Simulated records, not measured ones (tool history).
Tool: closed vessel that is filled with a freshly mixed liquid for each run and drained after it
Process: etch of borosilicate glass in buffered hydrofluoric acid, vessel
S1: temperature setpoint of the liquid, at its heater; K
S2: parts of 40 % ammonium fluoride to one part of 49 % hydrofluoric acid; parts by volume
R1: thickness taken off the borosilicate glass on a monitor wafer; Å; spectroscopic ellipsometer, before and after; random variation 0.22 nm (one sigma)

Run 1, hour 0.0: S1 297.15 K, S2 20.5 parts by volume, time in the liquid (s) 30. Result: R1 183.52 Å.
Run 2, hour 4.0: S1 298.65 K, S2 20.5 parts by volume, time in the liquid (s) 30. Result: R1 200.36 Å.
Run 3, hour 12.8: S1 300.65 K, S2 20.5 parts by volume, time in the liquid (s) 30. Result: R1 223.88 Å.
Run 4, hour 15.5: S1 301.15 K, S2 20.5 parts by volume, time in the liquid (s) 30. Result: R1 224.32 Å.
Run 5, hour 21.6: S1 301.15 K, S2 15.5 parts by volume, time in the liquid (s) 30. Result: R1 295.79 Å.
Run 6, hour 23.7: S1 300.65 K, S2 15.5 parts by volume, time in the liquid (s) 30. Result: R1 293.94 Å.
Run 7, hour 31.6: S1 300.15 K, S2 15.5 parts by volume, time in the liquid (s) 30. Result: R1 287.37 Å.
Run 8, hour 38.9: S1 300.15 K, S2 15.5 parts by volume, time in the liquid (s) 30. Result: R1 285.25 Å.

The next listed run, before its measurement:
Run 9, hour 45.8: S1 299.65 K, S2 15.5 parts by volume, time in the liquid (s) 30. Result: R1 ?.

{"run 9": {"R1": 278.29}}
